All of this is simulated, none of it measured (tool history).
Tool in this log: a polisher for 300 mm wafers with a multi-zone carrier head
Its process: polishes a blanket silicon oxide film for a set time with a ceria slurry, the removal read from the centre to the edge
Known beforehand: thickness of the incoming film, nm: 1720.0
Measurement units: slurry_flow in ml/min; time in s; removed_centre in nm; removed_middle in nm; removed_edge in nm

Run 1, day 0.000: slurry_flow 315 ml/min, centre_zone 1.00, middle_zone 1.00, edge_zone 1.00, time 67 s. Result: removed_centre 345.53 nm, removed_middle 349.99 nm, removed_edge 345.75 nm.
Run 2, day 0.125: slurry_flow 315 ml/min, centre_zone 1.01, middle_zone 1.02, edge_zone 1.02, time 72 s. Result: removed_centre 377.94 nm, removed_middle 385.66 nm, removed_edge 371.60 nm.
Run 3, day 0.296: slurry_flow 315 ml/min, centre_zone 1.01, middle_zone 1.02, edge_zone 0.95, time 72 s. Result: removed_centre 377.24 nm, removed_middle 383.17 nm, removed_edge 362.56 nm.
Run 4, day 0.342: slurry_flow 315 ml/min, centre_zone 1.01, middle_zone 1.02, edge_zone 1.03, time 72 s. Result: removed_centre 383.93 nm, removed_middle 387.56 nm, removed_edge 380.61 nm.
Run 5, day 0.625: slurry_flow 315 ml/min, centre_zone 1.01, middle_zone 1.04, edge_zone 1.05, time 75 s. Result: removed_centre 390.76 nm, removed_middle 407.92 nm, removed_edge 394.67 nm.
Run 6, day 0.779: slurry_flow 315 ml/min, centre_zone 1.01, middle_zone 1.04, edge_zone 1.05, time 62 s. Result: removed_centre 326.91 nm, removed_middle 326.60 nm, removed_edge 333.03 nm.
Run 7, day 0.888: slurry_flow 315 ml/min, centre_zone 1.02, middle_zone 1.05, edge_zone 1.07, time 68 s. Result: removed_centre 358.21 nm, removed_middle 369.56 nm, removed_edge 365.15 nm.

Run 8 comes next. What will it give?
Run 8, day 1.183: slurry_flow 315 ml/min, centre_zone 1.03, middle_zone 1.06, edge_zone 1.09, time 72 s. Result: removed_centre ?, removed_middle ?, removed_edge ?.

Run 8 yielded removed_centre 384.76 nm, removed_middle 391.71 nm, removed_edge 383.67 nm.

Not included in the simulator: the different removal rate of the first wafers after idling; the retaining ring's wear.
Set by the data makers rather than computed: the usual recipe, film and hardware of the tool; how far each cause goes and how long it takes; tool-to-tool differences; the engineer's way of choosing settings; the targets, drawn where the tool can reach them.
